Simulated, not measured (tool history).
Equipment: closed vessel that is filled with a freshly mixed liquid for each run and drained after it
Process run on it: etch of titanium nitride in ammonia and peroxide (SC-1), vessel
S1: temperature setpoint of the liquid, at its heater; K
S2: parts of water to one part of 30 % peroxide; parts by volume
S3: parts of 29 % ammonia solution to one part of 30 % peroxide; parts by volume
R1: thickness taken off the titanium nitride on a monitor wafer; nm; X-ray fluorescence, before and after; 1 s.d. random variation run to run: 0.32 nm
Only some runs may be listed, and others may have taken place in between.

run 1 hour=0.0 | S1=335.15 S2=27.0 S3=0.50 time_in_the_liquid_(s)=260 | R1=20.734
run 2 hour=5.0 | S1=335.15 S2=27.0 S3=0.35 time_in_the_liquid_(s)=260 | R1=18.937
run 3 hour=14.2 | S1=335.15 S2=27.0 S3=0.35 time_in_the_liquid_(s)=275 | R1=20.180
run 4 hour=18.4 | S1=335.15 S2=20.0 S3=0.35 time_in_the_liquid_(s)=275 | R1=24.138
run 5 hour=19.7 | S1=337.15 S2=20.0 S3=0.35 time_in_the_liquid_(s)=275 | R1=27.574
run 6 hour=21.2 | S1=338.65 S2=20.0 S3=0.35 time_in_the_liquid_(s)=275 | R1=29.872
run 7 hour=24.8 | S1=339.65 S2=19.5 S3=0.35 time_in_the_liquid_(s)=275 | R1=32.681
run 8 hour=27.9 | S1=340.65 S2=19.5 S3=0.35 time_in_the_liquid_(s)=275 | R1=34.322
run 9 hour=32.5 | S1=341.15 S2=19.5 S3=0.35 time_in_the_liquid_(s)=275 | R1=35.259

Run 10 comes next. What will it give?
run 10 hour=38.7 | S1=341.65 S2=19.5 S3=0.35 time_in_the_liquid_(s)=275 | R1=?

R1: 37.171 nm
